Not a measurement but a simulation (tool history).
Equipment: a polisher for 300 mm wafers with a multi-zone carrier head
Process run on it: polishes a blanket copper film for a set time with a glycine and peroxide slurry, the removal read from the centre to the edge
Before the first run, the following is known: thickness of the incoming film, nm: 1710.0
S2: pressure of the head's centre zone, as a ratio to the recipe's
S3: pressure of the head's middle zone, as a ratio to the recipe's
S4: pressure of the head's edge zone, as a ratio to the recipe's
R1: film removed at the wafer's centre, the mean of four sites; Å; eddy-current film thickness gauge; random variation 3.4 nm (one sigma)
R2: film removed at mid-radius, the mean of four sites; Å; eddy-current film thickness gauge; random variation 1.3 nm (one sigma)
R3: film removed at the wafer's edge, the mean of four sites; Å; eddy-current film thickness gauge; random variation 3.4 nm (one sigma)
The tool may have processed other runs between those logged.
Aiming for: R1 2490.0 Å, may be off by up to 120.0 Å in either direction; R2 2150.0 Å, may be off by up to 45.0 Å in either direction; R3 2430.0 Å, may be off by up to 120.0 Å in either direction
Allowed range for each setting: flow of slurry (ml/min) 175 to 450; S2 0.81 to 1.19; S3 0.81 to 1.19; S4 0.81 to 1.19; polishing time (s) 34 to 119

{"run": 1, "hour": 0.0, "flow of slurry (ml/min)": 290, "S2": 1.0, "S3": 1.0, "S4": 1.0, "polishing time (s)": 76, "R1": 4218.2, "R2": 4336.7, "R3": 4304.4}
{"run": 2, "hour": 1.2, "flow of slurry (ml/min)": 275, "S2": 1.0, "S3": 0.94, "S4": 0.97, "polishing time (s)": 63, "R1": 3498.1, "R2": 3413.7, "R3": 3458.4}
{"run": 3, "hour": 2.4, "flow of slurry (ml/min)": 275, "S2": 1.0, "S3": 0.94, "S4": 0.97, "polishing time (s)": 54, "R1": 2985.6, "R2": 2943.6, "R3": 2953.9}
{"run": 4, "hour": 8.0, "flow of slurry (ml/min)": 235, "S2": 1.0, "S3": 0.94, "S4": 0.97, "polishing time (s)": 54, "R1": 2900.7, "R2": 2889.2, "R3": 2963.5}
{"run": 5, "hour": 9.8, "flow of slurry (ml/min)": 305, "S2": 1.0, "S3": 0.94, "S4": 0.97, "polishing time (s)": 54, "R1": 2923.7, "R2": 2980.8, "R3": 2991.0}
{"run": 6, "hour": 17.1, "flow of slurry (ml/min)": 305, "S2": 0.93, "S3": 0.94, "S4": 0.97, "polishing time (s)": 54, "R1": 2772.1, "R2": 2975.9, "R3": 2972.3}
{"run": 7, "hour": 23.4, "flow of slurry (ml/min)": 280, "S2": 0.96, "S3": 0.9, "S4": 0.97, "polishing time (s)": 50, "R1": 2668.5, "R2": 2634.2, "R3": 2692.6}
{"run": 8, "hour": 27.0, "flow of slurry (ml/min)": 260, "S2": 0.96, "S3": 0.87, "S4": 1.0, "polishing time (s)": 49, "R1": 2631.2, "R2": 2524.0, "R3": 2713.9}
{"run": 9, "hour": 34.2, "flow of slurry (ml/min)": 245, "S2": 0.97, "S3": 0.85, "S4": 1.0, "polishing time (s)": 47, "R1": 2415.6, "R2": 2403.0, "R3": 2625.7}
{"run": 10, "hour": 42.9, "flow of slurry (ml/min)": 295, "S2": 1.07, "S3": 0.81, "S4": 1.0, "polishing time (s)": 39, "R1": 2356.0, "R2": 1957.9, "R3": 2201.5}
{"run": 11, "hour": 51.9, "flow of slurry (ml/min)": 280, "S2": 1.08, "S3": 0.86, "S4": 1.09, "polishing time (s)": 43, "R1": 2575.8, "R2": 2195.1, "R3": 2461.3}

5 next moves are on the table. One of them brings every result within its allowed miss. Which?
{"run": "A", "hour": 60.9, "flow of slurry (ml/min)": 300, "S2": 1.19, "S3": 0.98, "S4": 0.88, "polishing time (s)": 40, "R1": "?", "R2": "?", "R3": "?"}
{"run": "B", "hour": 60.9, "flow of slurry (ml/min)": 295, "S2": 1.04, "S3": 0.9, "S4": 1.03, "polishing time (s)": 43, "R1": "?", "R2": "?", "R3": "?"}
{"run": "C", "hour": 60.9, "flow of slurry (ml/min)": 265, "S2": 1.17, "S3": 0.97, "S4": 0.99, "polishing time (s)": 41, "R1": "?", "R2": "?", "R3": "?"}
{"run": "D", "hour": 60.9, "flow of slurry (ml/min)": 365, "S2": 1.05, "S3": 0.83, "S4": 1.05, "polishing time (s)": 42, "R1": "?", "R2": "?", "R3": "?"}
{"run": "E", "hour": 60.9, "flow of slurry (ml/min)": 335, "S2": 1.16, "S3": 1.06, "S4": 0.99, "polishing time (s)": 38, "R1": "?", "R2": "?", "R3": "?"}

move=A R1=2663.1 R2=2257.3 R3=2110.4
move=B R1=2494.8 R2=2287.6 R3=2443.2
move=C R1=2653.5 R2=2274.2 R3=2268.3
move=D R1=2502.9 R2=2150.7 R3=2440.3
move=E R1=2489.9 R2=2284.8 R3=2130.0
A: lands further from the targets than the last run did
B: lands further from the targets than the last run did
C: lands further from the targets than the last run did
D: meets every target
E: lands further from the targets than the last run did
Correct choice: D, which meets every target

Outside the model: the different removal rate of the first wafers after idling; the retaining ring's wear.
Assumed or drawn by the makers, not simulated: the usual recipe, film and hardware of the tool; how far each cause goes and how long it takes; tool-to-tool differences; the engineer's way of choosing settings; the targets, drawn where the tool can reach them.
